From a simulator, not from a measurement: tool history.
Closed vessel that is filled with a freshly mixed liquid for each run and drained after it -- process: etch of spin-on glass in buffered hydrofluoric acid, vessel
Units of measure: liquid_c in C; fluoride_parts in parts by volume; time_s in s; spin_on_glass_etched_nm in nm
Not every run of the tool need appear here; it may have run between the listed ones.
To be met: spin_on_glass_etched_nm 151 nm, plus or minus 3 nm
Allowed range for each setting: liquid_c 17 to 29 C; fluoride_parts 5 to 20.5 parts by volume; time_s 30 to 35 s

{"run": 1, "hour": 0.0, "liquid_c": 21, "fluoride_parts": 12.5, "time_s": 35, "spin_on_glass_etched_nm": 109.31}
{"run": 2, "hour": 6.4, "liquid_c": 22, "fluoride_parts": 12.5, "time_s": 35, "spin_on_glass_etched_nm": 115}
{"run": 3, "hour": 15.6, "liquid_c": 23, "fluoride_parts": 12.5, "time_s": 35, "spin_on_glass_etched_nm": 122.62}
{"run": 4, "hour": 22.6, "liquid_c": 23.5, "fluoride_parts": 12.5, "time_s": 35, "spin_on_glass_etched_nm": 125.44}
{"run": 5, "hour": 24.6, "liquid_c": 24, "fluoride_parts": 12.5, "time_s": 35, "spin_on_glass_etched_nm": 128.48}
{"run": 6, "hour": 31.7, "liquid_c": 24.5, "fluoride_parts": 12.5, "time_s": 35, "spin_on_glass_etched_nm": 132.97}
{"run": 7, "hour": 33.2, "liquid_c": 25, "fluoride_parts": 12.5, "time_s": 35, "spin_on_glass_etched_nm": 136.42}
{"run": 8, "hour": 39.3, "liquid_c": 25.5, "fluoride_parts": 12.5, "time_s": 35, "spin_on_glass_etched_nm": 140.49}

Exactly one of the 4 candidate moves below puts every result within its allowed miss. Which one?
{"run": "A", "hour": 45.4, "liquid_c": 27, "fluoride_parts": 13, "time_s": 35, "spin_on_glass_etched_nm": "?"}
{"run": "B", "hour": 45.4, "liquid_c": 25, "fluoride_parts": 10, "time_s": 30, "spin_on_glass_etched_nm": "?"}
{"run": "C", "hour": 45.4, "liquid_c": 25.5, "fluoride_parts": 11.5, "time_s": 35, "spin_on_glass_etched_nm": "?"}
{"run": "D", "hour": 45.4, "liquid_c": 26, "fluoride_parts": 12.5, "time_s": 35, "spin_on_glass_etched_nm": "?"}

move=A spin_on_glass_etched_nm=145.23
move=B spin_on_glass_etched_nm=144.37
move=C spin_on_glass_etched_nm=151.02
move=D spin_on_glass_etched_nm=143.02
A: an improvement on the last run, though not all results are within tolerance
B: an improvement on the last run, though not all results are within tolerance
C: in spec on every target
D: an improvement on the last run, though not all results are within tolerance
Go with C: it meets all targets.
